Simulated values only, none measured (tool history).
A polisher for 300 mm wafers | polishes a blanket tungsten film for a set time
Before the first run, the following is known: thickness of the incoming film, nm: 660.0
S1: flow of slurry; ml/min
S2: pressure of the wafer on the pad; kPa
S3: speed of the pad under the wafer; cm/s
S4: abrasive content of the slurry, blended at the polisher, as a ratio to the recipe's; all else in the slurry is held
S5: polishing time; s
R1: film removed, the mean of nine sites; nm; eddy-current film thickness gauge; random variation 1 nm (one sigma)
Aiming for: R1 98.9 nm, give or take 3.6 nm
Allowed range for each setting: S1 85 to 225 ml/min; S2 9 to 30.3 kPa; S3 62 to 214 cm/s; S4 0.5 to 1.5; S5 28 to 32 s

run 1 hour=0 | S1=145 S2=19.3 S3=138 S4=1 S5=32 | R1=128.99
run 2 hour=0.7 | S1=140 S2=17.9 S3=138 S4=1 S5=32 | R1=121.43
run 3 hour=7.5 | S1=140 S2=17.9 S3=138 S4=1 S5=28 | R1=107.07
run 4 hour=8.6 | S1=135 S2=17.2 S3=138 S4=1 S5=28 | R1=103.12
run 5 hour=14.1 | S1=135 S2=17.2 S3=138 S4=1.2 S5=28 | R1=111.58
run 6 hour=18.7 | S1=135 S2=17.2 S3=138 S4=1.2 S5=32 | R1=126.19
run 7 hour=19.3 | S1=135 S2=15.9 S3=138 S4=1.2 S5=32 | R1=120.21
run 8 hour=26.5 | S1=130 S2=14.5 S3=138 S4=1.2 S5=32 | R1=112.96
run 9 hour=29.8 | S1=130 S2=13.1 S3=138 S4=1.2 S5=32 | R1=107.21
run 10 hour=33.8 | S1=125 S2=12.4 S3=138 S4=1.2 S5=32 | R1=105.4

5 candidate next runs follow, results not yet known. Just one meets every target within its allowed miss. Identify it.
run A hour=37.8 | S1=130 S2=13.1 S3=158 S4=1.25 S5=29 | R1=?
run B hour=37.8 | S1=150 S2=13.8 S3=134 S4=1.35 S5=30 | R1=?
run C hour=37.8 | S1=150 S2=15.2 S3=132 S4=1.25 S5=31 | R1=?
run D hour=37.8 | S1=120 S2=11 S3=132 S4=1.25 S5=31 | R1=?
run E hour=37.8 | S1=135 S2=12.4 S3=130 S4=1.35 S5=31 | R1=?

move=A R1=113.48
move=B R1=107.84
move=C R1=113.05
move=D R1=92.163
move=E R1=100.6
A: lands further from the targets than the last run did
B: lands further from the targets than the last run did
C: lands further from the targets than the last run did
D: the result that was furthest off in the last run now lies on the other side of its target
E: each result inside its tolerance
The right move is E.
